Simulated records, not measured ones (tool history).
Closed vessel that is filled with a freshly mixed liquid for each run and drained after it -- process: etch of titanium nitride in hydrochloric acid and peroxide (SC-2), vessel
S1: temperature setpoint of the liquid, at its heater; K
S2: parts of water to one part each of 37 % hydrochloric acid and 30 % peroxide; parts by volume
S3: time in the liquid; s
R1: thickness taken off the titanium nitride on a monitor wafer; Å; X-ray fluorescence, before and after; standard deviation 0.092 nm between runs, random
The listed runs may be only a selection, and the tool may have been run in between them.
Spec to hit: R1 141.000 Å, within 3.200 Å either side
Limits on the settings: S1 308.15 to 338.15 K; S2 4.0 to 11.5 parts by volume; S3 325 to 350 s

{"run": 1, "day": 0.0, "S1": 322.15, "S2": 6.5, "S3": 325, "R1": 91.511}
{"run": 2, "day": 0.167, "S1": 323.65, "S2": 6.5, "S3": 325, "R1": 101.31}
{"run": 3, "day": 0.388, "S1": 324.65, "S2": 6.5, "S3": 325, "R1": 108.55}
{"run": 4, "day": 0.442, "S1": 324.65, "S2": 6.5, "S3": 350, "R1": 116.18}
{"run": 5, "day": 0.771, "S1": 320.15, "S2": 6.5, "S3": 350, "R1": 87.302}
{"run": 6, "day": 1.071, "S1": 321.65, "S2": 6.5, "S3": 350, "R1": 96.135}
{"run": 7, "day": 1.175, "S1": 322.65, "S2": 6.5, "S3": 350, "R1": 101.85}
{"run": 8, "day": 1.488, "S1": 323.65, "S2": 6.5, "S3": 350, "R1": 108.53}
{"run": 9, "day": 1.725, "S1": 328.15, "S2": 6.5, "S3": 350, "R1": 147.33}

Which of these 5 next moves meets every target?
{"run": "A", "day": 1.962, "S1": 330.65, "S2": 7.0, "S3": 345, "R1": "?"}
{"run": "B", "day": 1.962, "S1": 330.15, "S2": 7.5, "S3": 330, "R1": "?"}
{"run": "C", "day": 1.962, "S1": 329.15, "S2": 7.0, "S3": 350, "R1": "?"}
{"run": "D", "day": 1.962, "S1": 326.65, "S2": 5.0, "S3": 325, "R1": "?"}
{"run": "E", "day": 1.962, "S1": 330.15, "S2": 7.5, "S3": 350, "R1": "?"}

move=A R1=160.100
move=B R1=140.530
move=C R1=147.560
move=D R1=149.840
move=E R1=149.040
A: its largest miss is bigger than the last run's
B: each result inside its tolerance
C: no nearer and no further than the last run
D: its largest miss is bigger than the last run's
E: its largest miss is bigger than the last run's
Move B is the one to make.

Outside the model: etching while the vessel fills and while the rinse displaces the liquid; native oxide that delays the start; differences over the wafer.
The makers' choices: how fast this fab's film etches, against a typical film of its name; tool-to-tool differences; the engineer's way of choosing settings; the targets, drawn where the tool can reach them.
